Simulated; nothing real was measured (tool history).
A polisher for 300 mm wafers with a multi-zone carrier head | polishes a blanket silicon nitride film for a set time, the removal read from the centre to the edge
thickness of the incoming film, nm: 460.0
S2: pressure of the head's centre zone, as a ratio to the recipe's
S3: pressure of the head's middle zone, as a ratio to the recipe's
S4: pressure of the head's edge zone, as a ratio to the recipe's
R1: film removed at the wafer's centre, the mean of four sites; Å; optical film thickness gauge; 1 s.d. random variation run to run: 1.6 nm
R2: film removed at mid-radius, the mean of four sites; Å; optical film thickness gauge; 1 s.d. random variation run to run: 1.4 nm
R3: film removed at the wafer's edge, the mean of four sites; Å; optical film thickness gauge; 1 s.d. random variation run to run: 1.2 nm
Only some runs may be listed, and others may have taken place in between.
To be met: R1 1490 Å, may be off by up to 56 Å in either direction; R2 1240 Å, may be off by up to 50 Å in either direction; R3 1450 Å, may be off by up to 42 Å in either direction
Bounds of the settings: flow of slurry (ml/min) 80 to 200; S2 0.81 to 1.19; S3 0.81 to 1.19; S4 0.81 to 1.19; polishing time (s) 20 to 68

Run 1, hour 0: flow of slurry (ml/min) 130, S2 1, S3 1, S4 1, polishing time (s) 44. Result: R1 951.43 Å, R2 954.01 Å, R3 972.24 Å.
Run 2, hour 8.5: flow of slurry (ml/min) 130, S2 1, S3 1, S4 1.07, polishing time (s) 44. Result: R1 954.03 Å, R2 959.25 Å, R3 1013.8 Å.
Run 3, hour 14.9: flow of slurry (ml/min) 140, S2 1.03, S3 0.98, S4 1.1, polishing time (s) 47. Result: R1 1052.6 Å, R2 1022.4 Å, R3 1109.3 Å.
Run 4, hour 20.9: flow of slurry (ml/min) 140, S2 1.03, S3 0.92, S4 1.1, polishing time (s) 47. Result: R1 1067.3 Å, R2 966.16 Å, R3 1124.5 Å.
At hour 24.6: edge zone pressure recalibrated.
Run 5, hour 24.6: flow of slurry (ml/min) 140, S2 1, S3 0.92, S4 1.1, polishing time (s) 47. Result: R1 1047.6 Å, R2 950.24 Å, R3 1074.4 Å.
Run 6, hour 29.1: flow of slurry (ml/min) 155, S2 1.05, S3 0.92, S4 1.1, polishing time (s) 49. Result: R1 1155 Å, R2 1029 Å, R3 1138.4 Å.
Run 7, hour 32.2: flow of slurry (ml/min) 155, S2 1.05, S3 0.92, S4 1.1, polishing time (s) 49. Result: R1 1138.4 Å, R2 1032.6 Å, R3 1152.3 Å.
Run 8, hour 36.6: flow of slurry (ml/min) 155, S2 1.08, S3 0.91, S4 1.11, polishing time (s) 52. Result: R1 1234.9 Å, R2 1080.4 Å, R3 1225.8 Å.
Run 9, hour 40.4: flow of slurry (ml/min) 155, S2 1.1, S3 0.91, S4 1.12, polishing time (s) 54. Result: R1 1301 Å, R2 1147.2 Å, R3 1253.9 Å.
Run 10, hour 45.8: flow of slurry (ml/min) 160, S2 1.1, S3 0.89, S4 1.14, polishing time (s) 56. Result: R1 1385.9 Å, R2 1149.7 Å, R3 1331.1 Å.
Run 11, hour 47.2: flow of slurry (ml/min) 165, S2 1.1, S3 0.89, S4 1.15, polishing time (s) 57. Result: R1 1398.1 Å, R2 1193.5 Å, R3 1349.4 Å.
Run 12, hour 50.3: flow of slurry (ml/min) 165, S2 1.1, S3 0.88, S4 1.16, polishing time (s) 58. Result: R1 1407.6 Å, R2 1187.2 Å, R3 1409.8 Å.
Run 13, hour 58.3: flow of slurry (ml/min) 170, S2 1.11, S3 0.88, S4 1.16, polishing time (s) 58. Result: R1 1440.2 Å, R2 1204.5 Å, R3 1390.5 Å.

Next run, 4 choices. One meets every target within its allowed miss, the rest don't. Which?
Run A, hour 66.3: flow of slurry (ml/min) 170, S2 1.09, S3 0.85, S4 1.13, polishing time (s) 61. Result: R1 ?, R2 ?, R3 ?.
Run B, hour 66.3: flow of slurry (ml/min) 170, S2 1.15, S3 0.89, S4 1.1, polishing time (s) 54. Result: R1 ?, R2 ?, R3 ?.
Run C, hour 66.3: flow of slurry (ml/min) 200, S2 1.19, S3 1.04, S4 1.02, polishing time (s) 53. Result: R1 ?, R2 ?, R3 ?.
Run D, hour 66.3: flow of slurry (ml/min) 135, S2 1.19, S3 0.86, S4 1.13, polishing time (s) 60. Result: R1 ?, R2 ?, R3 ?.

move      R1      R2      R3
   A  1469.4  1253.7    1441
   B  1345.6  1142.8  1257.8
   C  1391.5  1276.6  1210.4
   D  1449.6  1185.6  1370.7
A: all results land within tolerance of their targets
B: its largest miss is bigger than the last run's
C: its largest miss is bigger than the last run's
D: its largest miss is bigger than the last run's
The right move is A.
